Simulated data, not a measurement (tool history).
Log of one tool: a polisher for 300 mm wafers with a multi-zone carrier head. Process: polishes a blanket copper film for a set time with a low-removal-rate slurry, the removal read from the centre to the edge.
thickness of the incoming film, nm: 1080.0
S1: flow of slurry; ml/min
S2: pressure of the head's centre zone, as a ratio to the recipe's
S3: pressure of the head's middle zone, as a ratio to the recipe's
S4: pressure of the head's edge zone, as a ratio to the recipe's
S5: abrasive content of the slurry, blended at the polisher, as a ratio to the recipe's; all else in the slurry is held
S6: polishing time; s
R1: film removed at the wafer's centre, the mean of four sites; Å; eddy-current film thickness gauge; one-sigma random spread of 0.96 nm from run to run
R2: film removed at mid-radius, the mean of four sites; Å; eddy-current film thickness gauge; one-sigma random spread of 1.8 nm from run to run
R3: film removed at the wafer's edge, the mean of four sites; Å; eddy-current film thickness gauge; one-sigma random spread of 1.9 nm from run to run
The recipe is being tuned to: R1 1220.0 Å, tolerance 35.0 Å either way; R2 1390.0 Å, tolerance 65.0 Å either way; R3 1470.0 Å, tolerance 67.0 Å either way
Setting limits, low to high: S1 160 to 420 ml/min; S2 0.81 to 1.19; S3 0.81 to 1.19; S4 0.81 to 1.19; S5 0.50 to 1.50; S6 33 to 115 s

run  hour   S1    S2    S3    S4    S5  S6      R1      R2      R3
  1   0.0  270  1.00  1.00  1.00  1.00  73  1499.2  1470.9  1495.4
  2   3.1  270  1.00  1.00  1.00  1.00  86  1782.1  1746.1  1758.6
  3   6.7  265  0.97  0.99  1.00  0.90  85  1667.4  1670.4  1704.3
  4  13.6  260  0.94  0.98  1.00  0.85  84  1564.0  1620.6  1663.9
  5  18.3  255  0.92  0.97  0.99  0.80  84  1506.9  1590.2  1615.9
  6  25.0  250  0.90  0.96  0.99  0.75  84  1463.0  1528.9  1593.4
     33.5  -- edge zone pressure recalibrated
  7  33.5  245  0.88  0.96  0.99  0.70  84  1410.4  1519.2  1671.2
  8  38.4  245  0.87  0.96  0.96  0.65  83  1373.2  1450.1  1542.5
  9  42.4  210  0.81  0.98  0.99  0.55  81  1168.8  1374.6  1484.5
 10  43.0  210  0.81  0.98  0.99  0.55  81  1171.6  1403.0  1483.2
 11  43.8  215  0.81  0.98  0.99  0.55  81  1168.1  1372.3  1511.7

5 next moves are on the table. One of them brings every result within its allowed miss. Which?
  A  44.6  210  0.85  1.14  0.81  0.75  76   ?   ?   ?
  B  44.6  285  0.81  1.02  1.08  0.50  76   ?   ?   ?
  C  44.6  170  0.83  1.16  0.86  0.60  80   ?   ?   ?
  D  44.6  220  0.81  1.02  1.08  1.25  68   ?   ?   ?
  E  44.6  380  0.87  1.03  1.08  0.50  74   ?   ?   ?

move      R1      R2      R3
   A  1232.3  1563.4  1328.3
   B  1141.2  1376.6  1459.1
   C  1164.4  1543.4  1339.8
   D  1169.8  1416.6  1514.1
   E  1230.6  1388.1  1450.2
A: corrects the largest miss of the last run, while another result sits out of spec
B: moves away from the targets compared with the last run
C: moves away from the targets compared with the last run
D: roughly where the last run was
E: hits every target within its allowed miss
Answer: E
